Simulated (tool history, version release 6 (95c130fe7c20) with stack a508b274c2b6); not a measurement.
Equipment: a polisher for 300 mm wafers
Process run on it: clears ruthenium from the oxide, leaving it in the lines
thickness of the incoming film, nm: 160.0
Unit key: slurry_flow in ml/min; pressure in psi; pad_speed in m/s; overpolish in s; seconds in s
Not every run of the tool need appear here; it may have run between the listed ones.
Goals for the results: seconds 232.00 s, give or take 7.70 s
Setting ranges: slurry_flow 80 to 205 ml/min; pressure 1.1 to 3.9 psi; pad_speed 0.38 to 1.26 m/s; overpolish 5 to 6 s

Run 1, day 0.000: slurry_flow 135 ml/min, pressure 2.5 psi, pad_speed 0.82 m/s, overpolish 6 s. Result: seconds 140.58 s.
Run 2, day 0.179: slurry_flow 135 ml/min, pressure 2.5 psi, pad_speed 0.82 m/s, overpolish 6 s. Result: seconds 140.18 s.
Run 3, day 0.229: slurry_flow 135 ml/min, pressure 3.0 psi, pad_speed 0.82 m/s, overpolish 6 s. Result: seconds 115.42 s.
Run 4, day 0.542: slurry_flow 115 ml/min, pressure 3.0 psi, pad_speed 0.82 m/s, overpolish 6 s. Result: seconds 119.84 s.
Run 5, day 0.850: slurry_flow 115 ml/min, pressure 2.7 psi, pad_speed 0.82 m/s, overpolish 6 s. Result: seconds 135.17 s.
Run 6, day 1.108: slurry_flow 140 ml/min, pressure 2.7 psi, pad_speed 0.82 m/s, overpolish 6 s. Result: seconds 128.11 s.
Run 7, day 1.183: slurry_flow 105 ml/min, pressure 2.0 psi, pad_speed 0.80 m/s, overpolish 6 s. Result: seconds 182.39 s.
Run 8, day 1.350: slurry_flow 100 ml/min, pressure 1.8 psi, pad_speed 0.80 m/s, overpolish 6 s. Result: seconds 202.42 s.
Run 9, day 1.533: slurry_flow 95 ml/min, pressure 1.7 psi, pad_speed 0.80 m/s, overpolish 6 s. Result: seconds 217.30 s.

Consider the 4 candidate settings below. Which is the only one whose results all fall within their allowed miss of target?
Run A, day 1.717: slurry_flow 100 ml/min, pressure 1.8 psi, pad_speed 0.78 m/s, overpolish 5 s. Result: seconds ?.
Run B, day 1.717: slurry_flow 85 ml/min, pressure 1.5 psi, pad_speed 0.88 m/s, overpolish 6 s. Result: seconds ?.
Run C, day 1.717: slurry_flow 95 ml/min, pressure 1.7 psi, pad_speed 0.90 m/s, overpolish 6 s. Result: seconds ?.
Run D, day 1.717: slurry_flow 80 ml/min, pressure 1.9 psi, pad_speed 0.82 m/s, overpolish 5 s. Result: seconds ?.

move  seconds
   A   207.08
   B   229.20
   C   195.67
   D   196.19
A: lands further from the targets than the last run did
B: all results in spec
C: lands further from the targets than the last run did
D: lands further from the targets than the last run did
The move that meets every target is B.
